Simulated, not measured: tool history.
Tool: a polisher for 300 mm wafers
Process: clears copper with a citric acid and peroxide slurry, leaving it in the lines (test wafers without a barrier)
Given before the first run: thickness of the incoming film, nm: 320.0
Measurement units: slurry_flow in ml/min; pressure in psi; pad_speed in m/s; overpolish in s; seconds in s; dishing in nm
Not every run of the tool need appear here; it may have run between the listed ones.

run,hour,slurry_flow,pressure,pad_speed,slurry_solids,overpolish,seconds,dishing
1,0,255,3,1.26,1,9,115.79,16.903
2,1.9,255,2.8,1.22,1,8,130.23,14.279
3,7.9,245,2.8,1.14,0.95,7,137.41,11.261
4,9.7,235,2.8,1.08,0.9,7,148.38,10.59
5,16.7,235,3.3,1.08,0.9,7,124.85,12.36
6,20.1,225,3.3,1.02,0.85,7,138.53,11.46
7,20.8,225,3.3,1.02,0.85,7,136.23,11.474

Run 8, settings as shown, results not yet in. Your forecast:
8,21.6,215,3.2,1,0.8,7,?,?

seconds: 147.92 s
dishing: 10.825 nm
